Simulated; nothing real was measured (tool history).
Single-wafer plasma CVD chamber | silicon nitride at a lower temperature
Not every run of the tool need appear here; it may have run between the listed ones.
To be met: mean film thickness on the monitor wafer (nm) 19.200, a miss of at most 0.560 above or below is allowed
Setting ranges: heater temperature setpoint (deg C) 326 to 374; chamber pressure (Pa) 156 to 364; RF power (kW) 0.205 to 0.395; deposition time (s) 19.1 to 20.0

run  hour  heater temperature setpoint (deg C)  chamber pressure (Pa)  RF power (kW)  deposition time (s)  mean film thickness on the monitor wafer (nm)
  1   0.0                                  350                    260          0.300                 20.0                                         23.191
  2   3.9                                  350                    252          0.290                 19.9                                         22.287
  3   5.3                                  360                    252          0.290                 19.9                                         22.215
  4   7.1                                  360                    252          0.290                 20.0                                         22.433
  5  16.1                                  360                    244          0.280                 19.9                                         21.272
  6  23.3                                  360                    236          0.280                 19.9                                         21.045
  7  30.4                                  360                    228          0.280                 19.9                                         20.779
  8  38.2                                  360                    221          0.280                 19.9                                         20.436
  9  46.6                                  360                    216          0.280                 19.9                                         20.285
 10  50.9                                  360                    212          0.280                 19.9                                         20.066
 11  58.2                                  360                    209          0.280                 19.9                                         19.918
 12  61.6                                  360                    207          0.280                 19.9                                         19.888
 13  63.8                                  360                    204          0.280                 19.9                                         19.783

Next run, 5 choices. One meets every target within its allowed miss, the rest don't. Which?
  A  66.0                                  359                    240          0.240                 19.3                                              ?
  B  66.0                                  359                    188          0.260                 20.0                                              ?
  C  66.0                                  341                    175          0.265                 20.0                                              ?
  D  66.0                                  367                    201          0.265                 19.1                                              ?
  E  66.0                                  352                    219          0.275                 19.1                                              ?

move  mean film thickness on the monitor wafer (nm)
   A                                         18.239
   B                                         18.093
   C                                         17.809
   D                                         18.068
   E                                         19.442
A: takes the biggest miss from the last run beyond its target
B: takes the biggest miss from the last run beyond its target
C: takes the biggest miss from the last run beyond its target
D: takes the biggest miss from the last run beyond its target
E: all results in spec
E meets every target.
